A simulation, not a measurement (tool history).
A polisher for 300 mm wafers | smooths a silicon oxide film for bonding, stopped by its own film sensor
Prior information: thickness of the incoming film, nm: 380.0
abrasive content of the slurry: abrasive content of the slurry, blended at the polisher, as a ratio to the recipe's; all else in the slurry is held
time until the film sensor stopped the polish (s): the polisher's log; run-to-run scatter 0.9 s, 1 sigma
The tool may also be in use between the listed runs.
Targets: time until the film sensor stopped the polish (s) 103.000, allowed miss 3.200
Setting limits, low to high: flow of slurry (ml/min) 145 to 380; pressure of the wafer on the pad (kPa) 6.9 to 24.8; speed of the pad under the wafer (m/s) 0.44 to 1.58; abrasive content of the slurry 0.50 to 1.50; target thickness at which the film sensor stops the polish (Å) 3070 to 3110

run    day  flow of slurry (ml/min)  pressure of the wafer on the pad (kPa)  speed of the pad under the wafer (m/s)  abrasive content of the slurry  target thickness at which the film sensor stops the polish (Å)  time until the film sensor stopped the polish (s)
  1  0.000                      245                                    15.9                                    1.00                            1.00                                                            3110                                             74.368
  2  0.054                      245                                    15.9                                    1.00                            1.00                                                            3070                                             78.516
  3  0.300                      245                                    15.9                                    1.00                            1.00                                                            3110                                             74.729
  4  0.558                      245                                    14.5                                    1.00                            1.00                                                            3110                                             78.169
  5  0.717                      245                                    14.5                                    1.00                            1.20                                                            3110                                             75.088
  6  0.983                      245                                    14.5                                    1.00                            1.40                                                            3110                                             70.082
  7  1.021                      245                                    13.1                                    1.00                            1.40                                                            3110                                             76.042
  8  1.192                      245                                    11.7                                    1.00                            1.40                                                            3110                                             80.950

Exercise: of the 4 proposed moves below, exactly one satisfies all targets within the stated allowed misses. Which move is it?
  A  1.362                      240                                    10.3                                    0.86                            1.30                                                            3070                                                  ?
  B  1.362                      205                                     9.7                                    1.00                            1.30                                                            3070                                                  ?
  C  1.362                      275                                     6.9                                    1.16                            1.25                                                            3070                                                  ?
  D  1.362                      225                                     9.0                                    0.94                            1.40                                                            3070                                                  ?

move  time until the film sensor stopped the polish (s)
   A                                            107.200
   B                                            100.730
   C                                            107.200
   D                                            107.230
A: takes the biggest miss from the last run beyond its target
B: in spec on every target
C: takes the biggest miss from the last run beyond its target
D: takes the biggest miss from the last run beyond its target
The right move is B.

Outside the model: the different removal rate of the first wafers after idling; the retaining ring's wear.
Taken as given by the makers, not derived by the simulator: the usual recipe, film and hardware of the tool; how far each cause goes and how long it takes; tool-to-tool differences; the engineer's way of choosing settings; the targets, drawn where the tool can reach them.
